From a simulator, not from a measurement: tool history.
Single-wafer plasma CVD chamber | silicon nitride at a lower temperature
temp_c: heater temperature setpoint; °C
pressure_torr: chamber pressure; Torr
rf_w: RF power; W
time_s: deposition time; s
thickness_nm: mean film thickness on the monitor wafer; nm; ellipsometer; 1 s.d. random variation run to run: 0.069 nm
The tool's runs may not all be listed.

| run | hour | temp_c | pressure_torr | rf_w | time_s | thickness_nm |
|---|---|---|---|---|---|---|
| 1 | 0 | 350 | 1.48 | 335 | 13.7 | 16.543 |
| 2 | 2.3 | 359 | 1.48 | 335 | 13.7 | 16.49 |
| 3 | 3.7 | 359 | 1.71 | 335 | 13.7 | 17.098 |
| 4 | 12.4 | 359 | 1.89 | 335 | 13.7 | 17.554 |
| 5 | 15.5 | 359 | 1.75 | 315 | 13.6 | 16.327 |
| 6 | 23.1 | 359 | 1.94 | 315 | 13.6 | 16.8 |
| 7 | 26.7 | 359 | 1.79 | 300 | 13.6 | 16.129 |
| 8 | 29.2 | 359 | 1.67 | 285 | 13.5 | 15.154 |
| 9 | 37.6 | 359 | 1.56 | 280 | 13.5 | 14.68 |
| 10 | 39.7 | 359 | 1.47 | 275 | 13.5 | 14.467 |
| 11 | 42.3 | 359 | 1.4 | 270 | 13.5 | 14.225 |
| 12 | 47.1 | 359 | 1.34 | 265 | 13.5 | 13.956 |

Run 13 is up next; what results do you expect?
| 13 | 47.7 | 359 | 1.3 | 260 | 13.5 | ? |

thickness_nm: 13.665 nm

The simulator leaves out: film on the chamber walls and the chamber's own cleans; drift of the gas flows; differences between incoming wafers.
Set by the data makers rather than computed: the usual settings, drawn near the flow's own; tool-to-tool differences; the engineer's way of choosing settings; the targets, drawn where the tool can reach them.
